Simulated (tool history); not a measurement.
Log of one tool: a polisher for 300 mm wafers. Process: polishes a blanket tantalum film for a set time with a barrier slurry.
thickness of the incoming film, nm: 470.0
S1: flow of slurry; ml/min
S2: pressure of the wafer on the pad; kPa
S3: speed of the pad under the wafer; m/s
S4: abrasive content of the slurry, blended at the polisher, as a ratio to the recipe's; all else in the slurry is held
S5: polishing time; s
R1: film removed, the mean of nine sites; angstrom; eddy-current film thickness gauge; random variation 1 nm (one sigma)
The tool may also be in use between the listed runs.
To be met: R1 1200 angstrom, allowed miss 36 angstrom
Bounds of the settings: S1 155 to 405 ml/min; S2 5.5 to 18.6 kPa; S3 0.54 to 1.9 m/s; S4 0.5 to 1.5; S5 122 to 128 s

run 1 hour=0 | S1=260 S2=11.7 S3=1.22 S4=1 S5=122 | R1=1601.4
run 2 hour=1 | S1=315 S2=11.7 S3=1.22 S4=1 S5=122 | R1=1630.7
run 3 hour=7.2 | S1=315 S2=11 S3=1.22 S4=1 S5=122 | R1=1545.7
run 4 hour=8.5 | S1=280 S2=11 S3=1.22 S4=1 S5=122 | R1=1518.2
run 5 hour=13.6 | S1=280 S2=10.3 S3=1.22 S4=1 S5=122 | R1=1414.8
run 6 hour=19.3 | S1=270 S2=9.7 S3=1.22 S4=1 S5=122 | R1=1353.8
run 7 hour=27.5 | S1=270 S2=9 S3=1.22 S4=1 S5=122 | R1=1240.2
run 8 hour=34 | S1=265 S2=9 S3=1.22 S4=1 S5=122 | R1=1255
run 9 hour=42.1 | S1=260 S2=8.3 S3=1.22 S4=1 S5=122 | R1=1137
run 10 hour=50.4 | S1=270 S2=8.3 S3=1.22 S4=1 S5=122 | R1=1145.7
run 11 hour=52.4 | S1=280 S2=9 S3=1.22 S4=1 S5=122 | R1=1274.7

4 next moves are on the table. One of them brings every result within its allowed miss. Which?
run A hour=54.4 | S1=265 S2=9 S3=1.04 S4=1.05 S5=124 | R1=?
run B hour=54.4 | S1=370 S2=9 S3=0.98 S4=1.1 S5=124 | R1=?
run C hour=54.4 | S1=260 S2=9.7 S3=1.14 S4=1.05 S5=122 | R1=?
run D hour=54.4 | S1=265 S2=9.7 S3=1.08 S4=1 S5=122 | R1=?

move=A R1=1119.2
move=B R1=1118
move=C R1=1272.2
move=D R1=1197.9
A: takes the result that was furthest off past its target
B: takes the result that was furthest off past its target
C: as far off as the last run
D: meets every target
The right move is D.
